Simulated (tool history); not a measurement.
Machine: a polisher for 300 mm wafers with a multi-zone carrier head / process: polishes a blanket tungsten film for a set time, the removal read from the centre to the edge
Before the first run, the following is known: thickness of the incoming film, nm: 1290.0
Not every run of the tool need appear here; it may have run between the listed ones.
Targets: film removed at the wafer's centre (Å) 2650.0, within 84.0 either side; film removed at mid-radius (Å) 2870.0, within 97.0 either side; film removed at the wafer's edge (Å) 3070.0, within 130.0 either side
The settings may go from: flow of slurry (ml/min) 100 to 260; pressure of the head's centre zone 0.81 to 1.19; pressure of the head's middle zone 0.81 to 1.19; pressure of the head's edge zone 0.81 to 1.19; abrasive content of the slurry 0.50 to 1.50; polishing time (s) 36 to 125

| run | day | flow of slurry (ml/min) | pressure of the head's centre zone | pressure of the head's middle zone | pressure of the head's edge zone | abrasive content of the slurry | polishing time (s) | film removed at the wafer's centre (Å) | film removed at mid-radius (Å) | film removed at the wafer's edge (Å) |
|---|---|---|---|---|---|---|---|---|---|---|
| 1 | 0.000 | 165 | 1.00 | 1.00 | 1.00 | 1.00 | 80 | 4593.2 | 4501.6 | 4597.4 |
| 2 | 0.342 | 155 | 0.96 | 0.98 | 0.98 | 0.90 | 76 | 3994.7 | 4023.9 | 4124.8 |
| 3 | 0.608 | 145 | 0.93 | 0.96 | 0.96 | 0.80 | 74 | 3605.2 | 3684.3 | 3695.9 |
| 4 | 0.738 | 135 | 0.90 | 0.94 | 0.97 | 0.75 | 73 | 3257.6 | 3397.2 | 3650.8 |
| 5 | 0.921 | 130 | 0.88 | 0.92 | 0.95 | 0.70 | 73 | 3110.2 | 3319.5 | 3511.3 |
| 6 | 0.992 | 130 | 0.88 | 0.88 | 0.95 | 0.70 | 73 | 3071.7 | 3243.0 | 3503.8 |
| 7 | 1.154 | 125 | 0.87 | 0.87 | 0.94 | 0.65 | 73 | 2889.2 | 3025.5 | 3374.9 |
| 8 | 1.421 | 120 | 0.86 | 0.87 | 0.92 | 0.65 | 73 | 2874.7 | 3010.3 | 3286.2 |
| 9 | 1.538 | 115 | 0.85 | 0.87 | 0.91 | 0.65 | 73 | 2765.0 | 2996.7 | 3288.3 |
| 10 | 1.717 | 115 | 0.85 | 0.87 | 0.89 | 0.65 | 73 | 2803.7 | 3025.2 | 3222.1 |
| 11 | 1.896 | 105 | 0.82 | 0.84 | 0.86 | 0.55 | 72 | 2396.1 | 2603.0 | 2868.0 |
| 12 | 2.062 | 115 | 0.82 | 0.85 | 0.87 | 0.55 | 72 | 2449.5 | 2728.2 | 2923.6 |
| 13 | 2.183 | 120 | 0.83 | 0.85 | 0.88 | 0.55 | 72 | 2514.3 | 2753.3 | 2946.9 |

Consider the 5 candidate settings below. Which is the only one whose results all fall within their allowed miss of target?
| A | 2.304 | 130 | 0.82 | 0.84 | 0.85 | 0.60 | 71 | ? | ? | ? |
| B | 2.304 | 100 | 0.91 | 0.81 | 0.91 | 0.55 | 72 | ? | ? | ? |
| C | 2.304 | 165 | 0.83 | 1.02 | 0.81 | 0.50 | 67 | ? | ? | ? |
| D | 2.304 | 110 | 0.81 | 0.91 | 0.86 | 0.50 | 74 | ? | ? | ? |
| E | 2.304 | 110 | 0.81 | 0.87 | 0.98 | 0.50 | 73 | ? | ? | ? |

| move | film removed at the wafer's centre (Å) | film removed at mid-radius (Å) | film removed at the wafer's edge (Å) |
|---|---|---|---|
| A | 2625.6 | 2836.7 | 3039.3 |
| B | 2610.4 | 2512.0 | 2910.3 |
| C | 2473.6 | 2957.4 | 2702.1 |
| D | 2378.1 | 2749.0 | 2858.3 |
| E | 2345.5 | 2637.4 | 2996.9 |
A: each result inside its tolerance
B: brings the result that was furthest off to its target, and leaves another outside
C: moves away from the targets compared with the last run
D: moves away from the targets compared with the last run
E: moves away from the targets compared with the last run
Answer: A
